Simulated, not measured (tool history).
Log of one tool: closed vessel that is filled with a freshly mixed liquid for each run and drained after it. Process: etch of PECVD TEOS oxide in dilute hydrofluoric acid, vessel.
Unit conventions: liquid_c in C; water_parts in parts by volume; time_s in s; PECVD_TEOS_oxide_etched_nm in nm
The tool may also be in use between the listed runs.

run  hour  liquid_c  water_parts  time_s  PECVD_TEOS_oxide_etched_nm
  1     0        20           85     470                      44.007
  2   2.3        20           85     470                      44.345
  3   6.8        20           85     470                       44.16
  4  12.8        19           85     470                      42.684
  5  20.5        19           70     470                       51.48
  6    22        17           70     470                      47.895
  7  23.6        17           75     470                      44.134

Predict the results of run 8:
  8  32.1        17           80     470                           ?

PECVD_TEOS_oxide_etched_nm: 41.729 nm
